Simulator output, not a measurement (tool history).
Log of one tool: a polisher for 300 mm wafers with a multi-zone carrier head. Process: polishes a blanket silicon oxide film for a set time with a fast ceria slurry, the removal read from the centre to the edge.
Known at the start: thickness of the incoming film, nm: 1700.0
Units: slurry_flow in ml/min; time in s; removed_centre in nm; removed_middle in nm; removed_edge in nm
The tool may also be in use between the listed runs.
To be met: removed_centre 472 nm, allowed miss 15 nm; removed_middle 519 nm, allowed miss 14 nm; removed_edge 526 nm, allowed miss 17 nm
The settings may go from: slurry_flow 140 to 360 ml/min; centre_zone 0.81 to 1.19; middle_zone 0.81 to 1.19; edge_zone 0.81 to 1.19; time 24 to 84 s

run  hour  slurry_flow  centre_zone  middle_zone  edge_zone  time  removed_centre  removed_middle  removed_edge
  1     0          230            1            1          1    54          729.65          723.37        735.82
  2   5.5          230            1         0.94          1    54          740.31          688.49        733.76
  3     7          230            1         0.94       1.05    54          735.96          686.97        750.75
  4  10.4          230            1         0.98       1.05    54          732.08          705.56         749.4
  5  15.7          230         0.91         0.98       1.05    54          665.17          717.95        744.78
  6  17.2          230         0.91         1.04       1.05    54          666.82          750.33        753.31
  7  24.8          220         0.89         0.99          1    50          608.43          661.82         675.1
  8  32.2          210         0.87         0.98       0.97    47          550.27           615.2        626.45
  9  35.6          205         0.86         0.96       0.93    45           521.7          576.64        579.18
 10  41.8          195         0.84         0.94        0.9    45          508.92          557.82        569.28
 11  50.7          185         0.83         0.93       0.88    45          502.14          552.06        557.21
 12  56.5          180         0.82         0.92       0.87    45          493.52          543.65        551.92

Which of these 5 next moves meets every target?
  A  62.3          215         0.85         0.95       0.92    41               ?               ?             ?
  B  62.3          155         0.81         0.88       0.96    46               ?               ?             ?
  C  62.3          225         0.81         0.96       0.83    42               ?               ?             ?
  D  62.3          205         0.81         0.99       0.91    43               ?               ?             ?
  E  62.3          170         0.83         0.99       0.83    44               ?               ?             ?

move  removed_centre  removed_middle  removed_edge
   A          475.59          524.17        532.97
   B          477.81          519.51        584.13
   C          470.53          545.48        523.65
   D          474.36          565.05        552.81
   E          477.67          559.16        529.46
A: meets every target
B: brings the result that was furthest off to its target, and leaves another outside
C: further off than the last run
D: further off than the last run
E: further off than the last run
Move A is the one to make.
